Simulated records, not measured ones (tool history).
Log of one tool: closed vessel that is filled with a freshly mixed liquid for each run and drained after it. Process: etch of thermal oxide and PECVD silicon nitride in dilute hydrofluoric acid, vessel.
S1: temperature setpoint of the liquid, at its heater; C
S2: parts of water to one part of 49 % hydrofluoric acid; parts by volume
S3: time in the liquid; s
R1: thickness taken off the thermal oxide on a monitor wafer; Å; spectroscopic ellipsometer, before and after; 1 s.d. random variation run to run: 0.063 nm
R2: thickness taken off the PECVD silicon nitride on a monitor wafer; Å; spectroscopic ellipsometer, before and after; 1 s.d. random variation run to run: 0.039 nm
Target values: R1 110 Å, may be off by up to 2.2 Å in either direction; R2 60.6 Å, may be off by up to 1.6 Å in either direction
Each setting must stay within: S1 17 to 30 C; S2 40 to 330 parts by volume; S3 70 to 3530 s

run 1 hour=0 | S1=22 S2=185 S3=1800 | R1=394.68 R2=229.31
run 2 hour=2.4 | S1=22 S2=245 S3=1800 | R1=278.86 R2=174.48
run 3 hour=4.1 | S1=22 S2=245 S3=1220 | R1=190.77 R2=119.14
run 4 hour=11.3 | S1=20.5 S2=260 S3=1165 | R1=160.94 R2=97.006
run 5 hour=15.9 | S1=20.5 S2=260 S3=1760 | R1=240.05 R2=144.65
run 6 hour=18 | S1=17.5 S2=260 S3=1760 | R1=217.69 R2=119.58
run 7 hour=25.1 | S1=17.5 S2=275 S3=1575 | R1=179.87 R2=101.88
run 8 hour=34.6 | S1=17.5 S2=285 S3=1415 | R1=156.14 R2=88.81
run 9 hour=37.9 | S1=17.5 S2=295 S3=1300 | R1=137.74 R2=78.017
run 10 hour=45.2 | S1=17.5 S2=300 S3=1250 | R1=129.18 R2=73.983
run 11 hour=49.7 | S1=17.5 S2=305 S3=1210 | R1=121.96 R2=70.678
run 12 hour=58.3 | S1=17.5 S2=305 S3=1160 | R1=116.93 R2=67.449
run 13 hour=60.9 | S1=17.5 S2=305 S3=1125 | R1=113.1 R2=66.19
run 14 hour=68 | S1=17 S2=295 S3=970 | R1=99.861 R2=57.207
run 15 hour=76.2 | S1=17 S2=285 S3=955 | R1=103.21 R2=57.541
run 16 hour=86 | S1=17.5 S2=270 S3=910 | R1=106.84 R2=59.753

Which single option among these 4 for the next run brings every result within its allowed miss of target? Just one does.
run A hour=95.8 | S1=17 S2=275 S3=980 | R1=? R2=?
run B hour=95.8 | S1=17 S2=270 S3=920 | R1=? R2=?
run C hour=95.8 | S1=18.5 S2=275 S3=880 | R1=? R2=?
run D hour=95.8 | S1=20 S2=270 S3=855 | R1=? R2=?

move=A R1=110.05 R2=61.361
move=B R1=105.67 R2=58.619
move=C R1=104.62 R2=60.783
move=D R1=109.99 R2=66.22
A: meets every target
B: misses by more than the last run did
C: misses by more than the last run did
D: gets the furthest-off result to its target, but another result is out of tolerance
Go with A: it meets all targets.
